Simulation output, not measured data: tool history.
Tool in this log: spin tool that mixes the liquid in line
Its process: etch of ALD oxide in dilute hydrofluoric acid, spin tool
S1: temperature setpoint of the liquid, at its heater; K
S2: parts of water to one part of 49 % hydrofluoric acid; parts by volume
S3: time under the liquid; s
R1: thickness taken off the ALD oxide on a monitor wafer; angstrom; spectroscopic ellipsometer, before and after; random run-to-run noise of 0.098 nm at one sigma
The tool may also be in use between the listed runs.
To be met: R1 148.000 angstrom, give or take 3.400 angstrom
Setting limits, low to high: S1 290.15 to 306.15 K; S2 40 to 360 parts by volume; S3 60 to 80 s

| run | hour | S1 | S2 | S3 | R1 |
|---|---|---|---|---|---|
| 1 | 0.0 | 298.15 | 200 | 80 | 75.869 |
| 2 | 3.2 | 298.15 | 200 | 60 | 56.611 |
| 3 | 5.8 | 300.65 | 200 | 60 | 62.566 |
| 4 | 8.1 | 300.65 | 200 | 60 | 62.435 |
| 5 | 11.3 | 300.65 | 200 | 60 | 62.541 |
| 6 | 17.4 | 300.65 | 230 | 60 | 51.818 |
| 7 | 21.8 | 301.65 | 190 | 60 | 68.821 |
| 8 | 28.3 | 302.65 | 160 | 60 | 87.066 |
| 9 | 36.6 | 303.65 | 140 | 60 | 107.310 |
| 10 | 45.7 | 304.15 | 130 | 60 | 118.160 |
| 11 | 53.6 | 306.15 | 100 | 60 | 171.690 |
| 12 | 56.7 | 305.65 | 100 | 60 | 170.140 |

Which single option among these 5 for the next run brings every result within its allowed miss of target? Just one does.
| A | 59.8 | 304.65 | 115 | 60 | ? |
| B | 59.8 | 306.15 | 120 | 80 | ? |
| C | 59.8 | 305.65 | 120 | 60 | ? |
| D | 59.8 | 306.15 | 145 | 80 | ? |
| E | 59.8 | 306.15 | 155 | 80 | ? |

| move | R1 |
|---|---|
| A | 138.380 |
| B | 185.320 |
| C | 136.520 |
| D | 147.950 |
| E | 136.480 |
A: takes the result that was furthest off past its target
B: misses by more than the last run did
C: takes the result that was furthest off past its target
D: all results land within tolerance of their targets
E: takes the result that was furthest off past its target
Answer: D
